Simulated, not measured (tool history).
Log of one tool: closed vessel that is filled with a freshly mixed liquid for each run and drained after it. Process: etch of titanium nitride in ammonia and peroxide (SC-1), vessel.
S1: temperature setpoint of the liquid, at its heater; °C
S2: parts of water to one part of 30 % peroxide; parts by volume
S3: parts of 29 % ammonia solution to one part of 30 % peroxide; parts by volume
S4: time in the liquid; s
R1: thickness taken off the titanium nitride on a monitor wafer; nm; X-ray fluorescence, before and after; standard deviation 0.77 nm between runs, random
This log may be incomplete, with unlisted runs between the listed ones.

run 1 hour=0 | S1=62 S2=18.5 S3=0.6 S4=1115 | R1=124.71
run 2 hour=4.3 | S1=62.5 S2=18.5 S3=0.6 S4=1115 | R1=127.97
run 3 hour=8.3 | S1=62.5 S2=18.5 S3=0.6 S4=1115 | R1=127.5
run 4 hour=14 | S1=62.5 S2=18.5 S3=0.8 S4=1115 | R1=134.42
-- hour=21 thermometer replaced
run 5 hour=21 | S1=62.5 S2=23.5 S3=0.8 S4=1115 | R1=103.27
run 6 hour=24.8 | S1=63.5 S2=23.5 S3=0.8 S4=1115 | R1=111
run 7 hour=26.7 | S1=64.5 S2=23.5 S3=0.8 S4=1115 | R1=118.25

Forecast run 8:
run 8 hour=30.2 | S1=65.5 S2=23.5 S3=0.8 S4=1115 | R1=?

{"run 8": {"R1": 126.36}}
